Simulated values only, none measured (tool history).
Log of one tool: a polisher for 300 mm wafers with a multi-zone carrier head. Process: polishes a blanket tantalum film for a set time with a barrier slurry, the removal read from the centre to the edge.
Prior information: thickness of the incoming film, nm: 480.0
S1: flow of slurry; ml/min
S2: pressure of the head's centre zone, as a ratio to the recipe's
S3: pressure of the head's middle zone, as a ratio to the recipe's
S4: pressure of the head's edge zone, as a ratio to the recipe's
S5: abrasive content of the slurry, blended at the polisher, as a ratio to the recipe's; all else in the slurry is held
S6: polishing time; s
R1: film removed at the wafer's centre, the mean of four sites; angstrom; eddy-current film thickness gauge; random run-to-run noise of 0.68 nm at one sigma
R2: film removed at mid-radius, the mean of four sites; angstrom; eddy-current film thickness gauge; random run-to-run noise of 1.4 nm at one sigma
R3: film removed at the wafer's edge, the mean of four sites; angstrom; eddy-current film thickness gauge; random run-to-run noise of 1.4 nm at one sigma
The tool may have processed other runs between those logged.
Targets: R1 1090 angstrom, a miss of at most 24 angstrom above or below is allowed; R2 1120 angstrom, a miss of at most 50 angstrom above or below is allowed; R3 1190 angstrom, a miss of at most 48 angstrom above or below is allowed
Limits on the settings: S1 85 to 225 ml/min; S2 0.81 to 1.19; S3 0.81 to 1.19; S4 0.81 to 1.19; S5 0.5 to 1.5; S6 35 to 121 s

run 1 hour=0 | S1=145 S2=1 S3=1 S4=1 S5=1 S6=78 | R1=1246.6 R2=1244.7 R3=1242
run 2 hour=8 | S1=145 S2=1 S3=1 S4=0.94 S5=1 S6=78 | R1=1252 R2=1230.9 R3=1176.2
run 3 hour=16.6 | S1=130 S2=0.98 S3=0.99 S4=0.96 S5=1 S6=78 | R1=1188.3 R2=1235.1 R3=1173.1
run 4 hour=20.6 | S1=110 S2=0.98 S3=0.99 S4=0.96 S5=1 S6=78 | R1=1130.5 R2=1167.9 R3=1151.3
run 5 hour=24.3 | S1=110 S2=0.98 S3=0.99 S4=0.96 S5=1 S6=68 | R1=998.67 R2=1040.8 R3=1004
run 6 hour=30.5 | S1=110 S2=0.98 S3=0.99 S4=0.96 S5=1.15 S6=68 | R1=1034.4 R2=1053.2 R3=1015.6
run 7 hour=36 | S1=115 S2=0.98 S3=0.99 S4=1 S5=1.15 S6=68 | R1=1054.4 R2=1083.6 R3=1049.2
run 8 hour=37 | S1=120 S2=0.98 S3=0.98 S4=1.04 S5=1.15 S6=68 | R1=1057.7 R2=1089.3 R3=1081

4 next moves are on the table. One of them brings every result within its allowed miss. Which?
run A hour=38 | S1=100 S2=0.88 S3=0.81 S4=1.03 S5=0.95 S6=87 | R1=? R2=? R3=?
run B hour=38 | S1=135 S2=0.91 S3=0.86 S4=1.01 S5=1.3 S6=71 | R1=? R2=? R3=?
run C hour=38 | S1=150 S2=0.89 S3=0.96 S4=1.17 S5=0.85 S6=80 | R1=? R2=? R3=?
run D hour=38 | S1=110 S2=0.88 S3=0.9 S4=1.05 S5=1.1 S6=76 | R1=? R2=? R3=?

move=A R1=1091.1 R2=1114.1 R3=1305.2
move=B R1=1092.8 R2=1099.4 R3=1209.7
move=C R1=1093.6 R2=1187.3 R3=1319.5
move=D R1=1025.3 R2=1099.3 R3=1221.7
A: pushes the last run's worst result past its target
B: every result lands within tolerance
C: pushes the last run's worst result past its target
D: the worst result of the last run now meets its target, but another is out of spec
So the answer is move B, the one that meets all the targets.

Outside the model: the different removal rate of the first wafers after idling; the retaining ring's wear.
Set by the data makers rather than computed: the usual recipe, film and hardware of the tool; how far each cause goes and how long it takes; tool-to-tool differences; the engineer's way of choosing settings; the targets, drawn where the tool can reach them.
